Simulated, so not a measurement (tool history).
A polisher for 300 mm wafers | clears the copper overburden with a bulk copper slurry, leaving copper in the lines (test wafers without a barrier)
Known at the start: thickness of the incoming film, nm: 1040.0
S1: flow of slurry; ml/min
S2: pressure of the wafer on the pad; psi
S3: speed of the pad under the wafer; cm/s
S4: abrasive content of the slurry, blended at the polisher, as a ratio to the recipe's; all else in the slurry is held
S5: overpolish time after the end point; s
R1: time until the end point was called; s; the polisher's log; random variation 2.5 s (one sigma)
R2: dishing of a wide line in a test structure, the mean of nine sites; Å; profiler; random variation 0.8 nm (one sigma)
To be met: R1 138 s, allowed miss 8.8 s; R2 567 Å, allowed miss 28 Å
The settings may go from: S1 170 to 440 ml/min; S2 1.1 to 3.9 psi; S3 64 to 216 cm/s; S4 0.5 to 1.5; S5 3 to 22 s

run	day	S1	S2	S3	S4	S5	R1	R2
1	0	280	2.5	140	1	11	108.56	504.79
2	0.225	280	2.4	138	1	13	115.49	549.1
3	0.308	280	2.3	136	1	14	119.97	540.85
4	0.654	280	2.3	136	1	18	121.31	610.16
5	0.996	280	2.3	136	1.15	18	117.06	610.62
# day 1.217: worn pad replaced by a new one
6	1.217	280	2.2	136	1.15	18	110.36	634.58
7	1.308	280	2	134	1.15	18	118.2	614.6
8	1.625	280	1.5	130	1.15	18	151.81	519.64

4 next moves are on the table. One of them brings every result within its allowed miss. Which?
A	1.942	440	1.5	142	0.95	19	?	?
B	1.942	275	1.1	160	1.1	19	?	?
C	1.942	340	2	92	1.1	15	?	?
D	1.942	265	1.8	108	1.15	19	?	?

move	R1	R2
A	137.13	563.87
B	149.36	523.79
C	170.4	468.84
D	159.52	541.97
A: meets every target
B: nearer than the last run, and not there yet
C: further off than the last run
D: brings the result that was furthest off to its target, and leaves another outside
Move A is the one to make.

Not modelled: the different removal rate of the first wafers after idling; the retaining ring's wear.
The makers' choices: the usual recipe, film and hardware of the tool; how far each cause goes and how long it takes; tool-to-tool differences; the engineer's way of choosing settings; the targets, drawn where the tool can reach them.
